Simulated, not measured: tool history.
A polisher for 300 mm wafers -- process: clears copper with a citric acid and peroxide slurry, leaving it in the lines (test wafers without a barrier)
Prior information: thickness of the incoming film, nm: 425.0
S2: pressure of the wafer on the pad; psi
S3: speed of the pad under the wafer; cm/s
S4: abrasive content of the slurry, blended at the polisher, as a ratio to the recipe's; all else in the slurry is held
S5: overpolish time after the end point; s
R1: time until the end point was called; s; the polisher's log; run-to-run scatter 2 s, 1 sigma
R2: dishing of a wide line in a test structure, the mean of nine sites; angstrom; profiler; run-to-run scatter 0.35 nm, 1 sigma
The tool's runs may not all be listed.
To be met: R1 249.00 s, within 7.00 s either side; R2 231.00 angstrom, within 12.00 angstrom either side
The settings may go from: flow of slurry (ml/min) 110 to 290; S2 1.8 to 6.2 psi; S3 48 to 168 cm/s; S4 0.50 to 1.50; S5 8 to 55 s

Run 1, hour 0.0: flow of slurry (ml/min) 185, S2 4.0 psi, S3 108 cm/s, S4 1.00, S5 28 s. Result: R1 154.34 s, R2 462.65 angstrom.
Run 2, hour 6.0: flow of slurry (ml/min) 185, S2 3.4 psi, S3 108 cm/s, S4 1.00, S5 25 s. Result: R1 182.80 s, R2 363.19 angstrom.
Run 3, hour 13.1: flow of slurry (ml/min) 145, S2 3.4 psi, S3 108 cm/s, S4 1.00, S5 25 s. Result: R1 184.17 s, R2 358.20 angstrom.
Run 4, hour 14.4: flow of slurry (ml/min) 145, S2 3.0 psi, S3 108 cm/s, S4 1.00, S5 23 s. Result: R1 212.10 s, R2 305.38 angstrom.
Run 5, hour 17.6: flow of slurry (ml/min) 145, S2 2.8 psi, S3 108 cm/s, S4 1.00, S5 21 s. Result: R1 226.44 s, R2 261.47 angstrom.
Run 6, hour 24.5: flow of slurry (ml/min) 145, S2 2.8 psi, S3 122 cm/s, S4 1.00, S5 21 s. Result: R1 201.79 s, R2 288.76 angstrom.
Run 7, hour 31.9: flow of slurry (ml/min) 145, S2 2.6 psi, S3 122 cm/s, S4 1.00, S5 21 s. Result: R1 214.50 s, R2 273.06 angstrom.
Run 8, hour 34.1: flow of slurry (ml/min) 145, S2 2.4 psi, S3 122 cm/s, S4 1.00, S5 21 s. Result: R1 233.17 s, R2 250.65 angstrom.
Run 9, hour 38.6: flow of slurry (ml/min) 145, S2 2.3 psi, S3 122 cm/s, S4 1.00, S5 21 s. Result: R1 239.85 s, R2 252.74 angstrom.
Run 10, hour 41.7: flow of slurry (ml/min) 140, S2 2.2 psi, S3 122 cm/s, S4 1.00, S5 18 s. Result: R1 252.96 s, R2 201.52 angstrom.
Run 11, hour 46.5: flow of slurry (ml/min) 140, S2 2.2 psi, S3 122 cm/s, S4 1.00, S5 19 s. Result: R1 250.55 s, R2 216.37 angstrom.

Exactly one of the 5 candidate moves below puts every result within its allowed miss. Which one?
Run A, hour 51.3: flow of slurry (ml/min) 110, S2 2.2 psi, S3 132 cm/s, S4 0.70, S5 17 s. Result: R1 ?, R2 ?.
Run B, hour 51.3: flow of slurry (ml/min) 130, S2 2.2 psi, S3 130 cm/s, S4 0.75, S5 18 s. Result: R1 ?, R2 ?.
Run C, hour 51.3: flow of slurry (ml/min) 155, S2 2.0 psi, S3 134 cm/s, S4 0.90, S5 18 s. Result: R1 ?, R2 ?.
Run D, hour 51.3: flow of slurry (ml/min) 110, S2 2.1 psi, S3 132 cm/s, S4 1.15, S5 20 s. Result: R1 ?, R2 ?.
Run E, hour 51.3: flow of slurry (ml/min) 185, S2 2.3 psi, S3 118 cm/s, S4 0.95, S5 18 s. Result: R1 ?, R2 ?.

move      R1      R2
   A  253.91  191.31
   B  249.85  204.25
   C  254.11  200.34
   D  249.54  223.88
   E  244.60  208.58
A: its largest miss is bigger than the last run's
B: its largest miss is bigger than the last run's
C: its largest miss is bigger than the last run's
D: meets every target
E: its largest miss is bigger than the last run's
D meets every target.
